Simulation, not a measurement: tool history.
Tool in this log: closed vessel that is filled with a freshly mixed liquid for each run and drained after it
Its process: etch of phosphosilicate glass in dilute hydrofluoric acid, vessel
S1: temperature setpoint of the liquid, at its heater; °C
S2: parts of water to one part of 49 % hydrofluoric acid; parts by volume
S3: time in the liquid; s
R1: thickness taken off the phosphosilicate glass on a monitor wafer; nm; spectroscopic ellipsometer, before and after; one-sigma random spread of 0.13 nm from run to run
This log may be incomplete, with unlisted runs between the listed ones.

run 1 hour=0 | S1=22 S2=210 S3=95 | R1=24.06
run 2 hour=4.6 | S1=20.5 S2=210 S3=95 | R1=23.109
run 3 hour=9 | S1=20 S2=210 S3=95 | R1=22.691
run 4 hour=13.1 | S1=19.5 S2=210 S3=95 | R1=21.958
run 5 hour=19.9 | S1=19.5 S2=140 S3=95 | R1=35.785
run 6 hour=28.4 | S1=19.5 S2=140 S3=100 | R1=37.096
run 7 hour=35.2 | S1=19 S2=155 S3=100 | R1=32.386

Predict the results of run 8:
run 8 hour=41.3 | S1=18.5 S2=165 S3=100 | R1=?

{"run 8": {"R1": 29.58}}

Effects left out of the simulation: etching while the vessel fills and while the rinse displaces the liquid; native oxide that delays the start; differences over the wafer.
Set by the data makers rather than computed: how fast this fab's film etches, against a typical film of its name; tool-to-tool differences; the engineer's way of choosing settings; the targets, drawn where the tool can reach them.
